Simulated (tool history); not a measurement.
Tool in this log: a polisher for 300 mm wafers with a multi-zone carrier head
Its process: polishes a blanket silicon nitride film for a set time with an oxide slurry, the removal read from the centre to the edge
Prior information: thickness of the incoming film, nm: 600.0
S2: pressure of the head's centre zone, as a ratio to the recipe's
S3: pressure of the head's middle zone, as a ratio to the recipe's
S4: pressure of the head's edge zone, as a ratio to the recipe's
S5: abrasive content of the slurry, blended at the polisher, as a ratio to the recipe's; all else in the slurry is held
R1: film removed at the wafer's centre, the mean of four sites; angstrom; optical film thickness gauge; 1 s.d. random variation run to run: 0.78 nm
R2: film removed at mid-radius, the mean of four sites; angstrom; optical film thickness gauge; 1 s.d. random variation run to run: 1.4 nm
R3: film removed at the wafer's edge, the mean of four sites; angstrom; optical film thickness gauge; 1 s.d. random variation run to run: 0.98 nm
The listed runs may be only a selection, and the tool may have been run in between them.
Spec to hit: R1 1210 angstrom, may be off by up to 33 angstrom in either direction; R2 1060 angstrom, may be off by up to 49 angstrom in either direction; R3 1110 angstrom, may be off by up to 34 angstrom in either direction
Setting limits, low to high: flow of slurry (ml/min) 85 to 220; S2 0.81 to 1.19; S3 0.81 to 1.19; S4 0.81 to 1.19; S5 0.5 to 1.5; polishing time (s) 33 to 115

run 1 hour=0 | flow_of_slurry_(ml/min)=140 S2=1 S3=1 S4=1 S5=1 polishing_time_(s)=73 | R1=775.09 R2=797.74 R3=788.09
run 2 hour=4.2 | flow_of_slurry_(ml/min)=140 S2=1.05 S3=1 S4=1 S5=1 polishing_time_(s)=73 | R1=807.33 R2=787.03 R3=789.5
run 3 hour=9.1 | flow_of_slurry_(ml/min)=140 S2=1.05 S3=0.94 S4=1 S5=1 polishing_time_(s)=73 | R1=804.77 R2=747.99 R3=796.82
run 4 hour=12.9 | flow_of_slurry_(ml/min)=140 S2=1.05 S3=0.94 S4=1 S5=0.85 polishing_time_(s)=73 | R1=764.37 R2=715.84 R3=762.1
run 5 hour=20 | flow_of_slurry_(ml/min)=140 S2=1 S3=0.94 S4=1 S5=0.85 polishing_time_(s)=73 | R1=727.59 R2=709.25 R3=750.19
run 6 hour=28.1 | flow_of_slurry_(ml/min)=150 S2=1.03 S3=0.95 S4=1.02 S5=0.95 polishing_time_(s)=73 | R1=789.94 R2=747.96 R3=792.93
run 7 hour=29.5 | flow_of_slurry_(ml/min)=155 S2=1.05 S3=0.96 S4=1.04 S5=1.05 polishing_time_(s)=74 | R1=853.08 R2=807.11 R3=834.96
run 8 hour=35.4 | flow_of_slurry_(ml/min)=155 S2=1.06 S3=0.96 S4=1.05 S5=1.15 polishing_time_(s)=76 | R1=912.62 R2=817.23 R3=892.59
run 9 hour=43.8 | flow_of_slurry_(ml/min)=195 S2=1.14 S3=1.06 S4=1.11 S5=1.4 polishing_time_(s)=78 | R1=1105.4 R2=1004.3 R3=1020.6
run 10 hour=46 | flow_of_slurry_(ml/min)=195 S2=1.14 S3=1.06 S4=1.12 S5=1.4 polishing_time_(s)=78 | R1=1099.1 R2=1028.7 R3=1035.2
run 11 hour=52.1 | flow_of_slurry_(ml/min)=195 S2=1.15 S3=1.06 S4=1.13 S5=1.4 polishing_time_(s)=78 | R1=1111.8 R2=1025.3 R3=1024.5
run 12 hour=53.1 | flow_of_slurry_(ml/min)=195 S2=1.15 S3=1.05 S4=1.13 S5=1.4 polishing_time_(s)=78 | R1=1110.7 R2=1023.4 R3=1028
run 13 hour=57.1 | flow_of_slurry_(ml/min)=195 S2=1.15 S3=1.04 S4=1.14 S5=1.4 polishing_time_(s)=78 | R1=1104.1 R2=985.7 R3=1040.5
run 14 hour=59.2 | flow_of_slurry_(ml/min)=195 S2=1.16 S3=1.04 S4=1.14 S5=1.4 polishing_time_(s)=78 | R1=1110.8 R2=1024.3 R3=1013.5
run 15 hour=61.7 | flow_of_slurry_(ml/min)=195 S2=1.16 S3=1.04 S4=1.14 S5=1.4 polishing_time_(s)=78 | R1=1137.6 R2=1004.1 R3=1018.2
run 16 hour=69 | flow_of_slurry_(ml/min)=200 S2=1.15 S3=1.03 S4=1.15 S5=1.45 polishing_time_(s)=79 | R1=1142.3 R2=1031.2 R3=1065.4

Pick the move, out of 5, that brings all results within their allowed miss; only one does.
run A hour=76.3 | flow_of_slurry_(ml/min)=190 S2=1.15 S3=0.98 S4=1.15 S5=1.4 polishing_time_(s)=74 | R1=? R2=? R3=?
run B hour=76.3 | flow_of_slurry_(ml/min)=170 S2=1.05 S3=0.96 S4=1.19 S5=1.5 polishing_time_(s)=86 | R1=? R2=? R3=?
run C hour=76.3 | flow_of_slurry_(ml/min)=140 S2=1.04 S3=0.97 S4=1.11 S5=1.45 polishing_time_(s)=86 | R1=? R2=? R3=?
run D hour=76.3 | flow_of_slurry_(ml/min)=215 S2=1.13 S3=0.84 S4=1.11 S5=1.5 polishing_time_(s)=85 | R1=? R2=? R3=?
run E hour=76.3 | flow_of_slurry_(ml/min)=195 S2=1.18 S3=1.02 S4=1.17 S5=1.2 polishing_time_(s)=86 | R1=? R2=? R3=?

move=A R1=1062.6 R2=918.42 R3=974.2
move=B R1=1127 R2=1052.2 R3=1161.2
move=C R1=1061.9 R2=1014.6 R3=1081.2
move=D R1=1246.5 R2=963.79 R3=1137.9
move=E R1=1216.2 R2=1058.5 R3=1093.8
A: its largest miss is bigger than the last run's
B: its largest miss is bigger than the last run's
C: its largest miss is bigger than the last run's
D: the result that was furthest off in the last run now lies on the other side of its target
E: all results in spec
E meets every target.
